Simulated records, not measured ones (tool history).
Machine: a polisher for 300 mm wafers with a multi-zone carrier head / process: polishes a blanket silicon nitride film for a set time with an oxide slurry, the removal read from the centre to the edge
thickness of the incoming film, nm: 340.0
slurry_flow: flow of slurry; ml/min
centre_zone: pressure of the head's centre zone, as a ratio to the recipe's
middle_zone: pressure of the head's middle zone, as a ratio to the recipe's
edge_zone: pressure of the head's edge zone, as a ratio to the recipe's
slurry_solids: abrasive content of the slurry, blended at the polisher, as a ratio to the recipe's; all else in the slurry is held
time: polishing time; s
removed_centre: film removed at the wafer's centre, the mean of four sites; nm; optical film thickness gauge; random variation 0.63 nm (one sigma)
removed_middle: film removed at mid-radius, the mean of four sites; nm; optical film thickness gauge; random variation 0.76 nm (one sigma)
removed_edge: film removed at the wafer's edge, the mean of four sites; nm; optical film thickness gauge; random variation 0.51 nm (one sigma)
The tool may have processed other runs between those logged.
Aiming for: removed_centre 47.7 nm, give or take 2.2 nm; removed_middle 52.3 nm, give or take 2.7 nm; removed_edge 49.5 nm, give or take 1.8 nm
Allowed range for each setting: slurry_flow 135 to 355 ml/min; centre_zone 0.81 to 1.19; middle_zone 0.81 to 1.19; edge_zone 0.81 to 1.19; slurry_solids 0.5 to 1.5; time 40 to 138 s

run 1 hour=0 | slurry_flow=225 centre_zone=1 middle_zone=1 edge_zone=1 slurry_solids=1 time=88 | removed_centre=71.674 removed_middle=71.458 removed_edge=73.544
run 2 hour=2 | slurry_flow=225 centre_zone=1.07 middle_zone=1 edge_zone=1 slurry_solids=1 time=88 | removed_centre=74.528 removed_middle=71.047 removed_edge=71.824
run 3 hour=7.5 | slurry_flow=225 centre_zone=1.07 middle_zone=1 edge_zone=0.93 slurry_solids=1 time=88 | removed_centre=73.082 removed_middle=73.103 removed_edge=70.589
run 4 hour=8.1 | slurry_flow=225 centre_zone=1.1 middle_zone=1 edge_zone=0.93 slurry_solids=1 time=88 | removed_centre=76.868 removed_middle=71.974 removed_edge=69.818
run 5 hour=13.9 | slurry_flow=220 centre_zone=1.07 middle_zone=1 edge_zone=0.92 slurry_solids=0.85 time=85 | removed_centre=65.073 removed_middle=64.11 removed_edge=62.989
run 6 hour=22.5 | slurry_flow=220 centre_zone=1.06 middle_zone=1.01 edge_zone=0.9 slurry_solids=0.75 time=84 | removed_centre=62.354 removed_middle=58.918 removed_edge=56.649
run 7 hour=28.2 | slurry_flow=210 centre_zone=1.01 middle_zone=1.02 edge_zone=0.89 slurry_solids=0.7 time=84 | removed_centre=56.304 removed_middle=57.063 removed_edge=54.71
run 8 hour=29 | slurry_flow=190 centre_zone=0.93 middle_zone=1.02 edge_zone=0.83 slurry_solids=0.55 time=83 | removed_centre=45.183 removed_middle=47.772 removed_edge=44.965
run 9 hour=33.1 | slurry_flow=200 centre_zone=0.93 middle_zone=1.03 edge_zone=0.85 slurry_solids=0.55 time=83 | removed_centre=45.871 removed_middle=48.246 removed_edge=44.734
run 10 hour=37.8 | slurry_flow=200 centre_zone=0.93 middle_zone=1.03 edge_zone=0.85 slurry_solids=0.55 time=83 | removed_centre=45.24 removed_middle=49.679 removed_edge=45.556
run 11 hour=38.9 | slurry_flow=225 centre_zone=0.94 middle_zone=1.04 edge_zone=0.94 slurry_solids=0.65 time=83 | removed_centre=51.568 removed_middle=57.258 removed_edge=53.685
run 12 hour=46.1 | slurry_flow=210 centre_zone=0.93 middle_zone=1.04 edge_zone=0.93 slurry_solids=0.65 time=83 | removed_centre=50.208 removed_middle=54.782 removed_edge=52.099

Next run, 4 choices. One meets every target within its allowed miss, the rest don't. Which?
run A hour=53.3 | slurry_flow=250 centre_zone=0.99 middle_zone=0.94 edge_zone=0.96 slurry_solids=0.65 time=82 | removed_centre=? removed_middle=? removed_edge=?
run B hour=53.3 | slurry_flow=200 centre_zone=1.07 middle_zone=0.89 edge_zone=0.87 slurry_solids=0.6 time=84 | removed_centre=? removed_middle=? removed_edge=?
run C hour=53.3 | slurry_flow=210 centre_zone=0.94 middle_zone=1.05 edge_zone=0.93 slurry_solids=0.6 time=81 | removed_centre=? removed_middle=? removed_edge=?
run D hour=53.3 | slurry_flow=135 centre_zone=0.9 middle_zone=0.91 edge_zone=0.94 slurry_solids=0.55 time=105 | removed_centre=? removed_middle=? removed_edge=?

move=A removed_centre=52.251 removed_middle=53.501 removed_edge=52.555
move=B removed_centre=52.326 removed_middle=48.825 removed_edge=47.952
move=C removed_centre=46.097 removed_middle=53.065 removed_edge=47.854
move=D removed_centre=49.571 removed_middle=54.156 removed_edge=55.49
A: the biggest miss grows against the last run
B: corrects the largest miss of the last run, while another result sits out of spec
C: in spec on every target
D: the biggest miss grows against the last run
Correct choice: C, which meets every target

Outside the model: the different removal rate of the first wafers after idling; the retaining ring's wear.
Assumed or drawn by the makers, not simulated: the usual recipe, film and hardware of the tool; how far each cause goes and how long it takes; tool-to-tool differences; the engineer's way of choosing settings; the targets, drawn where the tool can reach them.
